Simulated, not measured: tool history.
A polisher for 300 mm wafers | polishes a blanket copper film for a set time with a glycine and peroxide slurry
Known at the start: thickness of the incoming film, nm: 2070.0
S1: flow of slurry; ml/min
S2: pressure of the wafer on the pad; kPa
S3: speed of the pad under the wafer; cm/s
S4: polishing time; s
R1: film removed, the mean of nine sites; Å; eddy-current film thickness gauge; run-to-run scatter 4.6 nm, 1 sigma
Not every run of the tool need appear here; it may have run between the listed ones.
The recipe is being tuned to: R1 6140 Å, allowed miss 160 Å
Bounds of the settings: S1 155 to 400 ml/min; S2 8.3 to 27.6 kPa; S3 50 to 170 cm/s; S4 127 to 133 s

run	hour	S1	S2	S3	S4	R1
1	0	255	17.9	110	127	8663.7
2	3.5	255	17.2	110	127	8587.9
3	7.1	255	21.4	110	127	10077
4	12.8	300	21.4	110	127	10002
# hour 18.6: head pressure recalibrated
5	18.6	300	23.4	110	127	9921.9
6	25.7	260	23.4	110	127	9820.2
7	26.6	255	22.1	108	127	9450.2
8	31.4	250	20.7	106	127	8732.5

Below are 5 possible settings for the next run. Only one of them brings all results inside the allowed miss of their targets. Which is it?
A	36.2	255	20	62	127	?
B	36.2	215	19.3	78	127	?
C	36.2	240	17.2	52	127	?
D	36.2	290	23.4	114	127	?
E	36.2	305	17.9	92	127	?

move	R1
A	6189.6
B	6784.4
C	5139
D	10179
E	7363.7
A: every result lands within tolerance
B: moves toward the targets from the last run without getting all of them in spec
C: moves the result that the last run missed by most past its target, out the other side
D: its largest miss is bigger than the last run's
E: moves toward the targets from the last run without getting all of them in spec
The right move is A.
